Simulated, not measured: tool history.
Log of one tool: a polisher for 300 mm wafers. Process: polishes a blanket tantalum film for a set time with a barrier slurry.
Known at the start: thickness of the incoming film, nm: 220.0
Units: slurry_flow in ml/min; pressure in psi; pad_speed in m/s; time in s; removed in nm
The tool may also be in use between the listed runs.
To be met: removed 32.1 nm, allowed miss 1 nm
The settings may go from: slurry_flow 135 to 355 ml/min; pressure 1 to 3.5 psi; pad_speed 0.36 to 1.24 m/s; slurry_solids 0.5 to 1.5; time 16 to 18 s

run,hour,slurry_flow,pressure,pad_speed,slurry_solids,time,removed
1,0,225,2.2,0.8,1,18,24.474
2,2.6,225,2.2,0.8,1.15,18,25.14
3,7.2,230,2.3,0.8,1.15,18,26.824
4,15.5,230,2.3,0.8,1.35,18,28.216
5,21.6,195,2.3,0.8,1.35,18,27.287
6,27.6,195,2.3,0.8,1.35,16,23.794
7,32.9,230,2.3,0.8,1.35,16,24.723
8,37.7,230,2.4,0.8,1.35,16,25.601
9,39.8,230,2.4,0.8,1.35,16,25.888
10,41.6,235,2.5,0.8,1.35,16,26.865
11,46,240,2.6,0.8,1.35,16,28.003
12,50.4,245,2.7,0.8,1.35,16,29.252
13,56.5,250,2.8,0.8,1.35,16,30.301
14,61.9,255,2.8,0.8,1.35,16,30.408
15,65.5,260,2.8,0.8,1.35,16,30.124

4 next moves are on the table. One of them brings every result within its allowed miss. Which?
A,69.1,265,3.2,0.6,1.3,17,?
B,69.1,245,2.5,0.82,1.45,18,?
C,69.1,325,2,1,1.2,17,?
D,69.1,205,3.1,0.68,1.3,17,?

move,removed
A,27.252
B,31.262
C,28.185
D,28.855
A: further off than the last run
B: meets every target
C: further off than the last run
D: further off than the last run
The right move is B.
